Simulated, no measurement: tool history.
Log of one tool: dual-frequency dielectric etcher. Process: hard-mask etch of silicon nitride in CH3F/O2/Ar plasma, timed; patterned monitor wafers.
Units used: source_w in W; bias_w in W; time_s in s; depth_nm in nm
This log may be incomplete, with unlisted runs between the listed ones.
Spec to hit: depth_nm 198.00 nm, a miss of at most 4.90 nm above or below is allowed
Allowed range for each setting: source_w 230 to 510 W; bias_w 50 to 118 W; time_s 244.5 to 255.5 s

{"run": 1, "hour": 0.0, "source_w": 370, "bias_w": 84, "time_s": 244.5, "depth_nm": 167.5}
{"run": 2, "hour": 5.7, "source_w": 390, "bias_w": 84, "time_s": 244.5, "depth_nm": 171.36}
{"run": 3, "hour": 12.7, "source_w": 420, "bias_w": 87, "time_s": 245.0, "depth_nm": 181.16}
{"run": 4, "hour": 21.0, "source_w": 440, "bias_w": 88, "time_s": 245.0, "depth_nm": 186.65}
{"run": 5, "hour": 26.1, "source_w": 450, "bias_w": 89, "time_s": 245.0, "depth_nm": 188.98}
{"run": 6, "hour": 31.0, "source_w": 420, "bias_w": 89, "time_s": 245.0, "depth_nm": 183.29}
{"run": 7, "hour": 33.8, "source_w": 440, "bias_w": 90, "time_s": 245.0, "depth_nm": 188.84}
{"run": 8, "hour": 36.9, "source_w": 450, "bias_w": 91, "time_s": 245.0, "depth_nm": 191.52}

Exercise: of the 4 proposed moves below, exactly one satisfies all targets within the stated allowed misses. Which move is it?
{"run": "A", "hour": 40.0, "source_w": 440, "bias_w": 88, "time_s": 249.0, "depth_nm": "?"}
{"run": "B", "hour": 40.0, "source_w": 500, "bias_w": 81, "time_s": 255.5, "depth_nm": "?"}
{"run": "C", "hour": 40.0, "source_w": 480, "bias_w": 78, "time_s": 254.5, "depth_nm": "?"}
{"run": "D", "hour": 40.0, "source_w": 420, "bias_w": 94, "time_s": 244.5, "depth_nm": "?"}

move=A depth_nm=189.54
move=B depth_nm=197.11
move=C depth_nm=188.58
move=D depth_nm=188.82
A: further off than the last run
B: all results in spec
C: further off than the last run
D: further off than the last run
The move that meets every target is B.
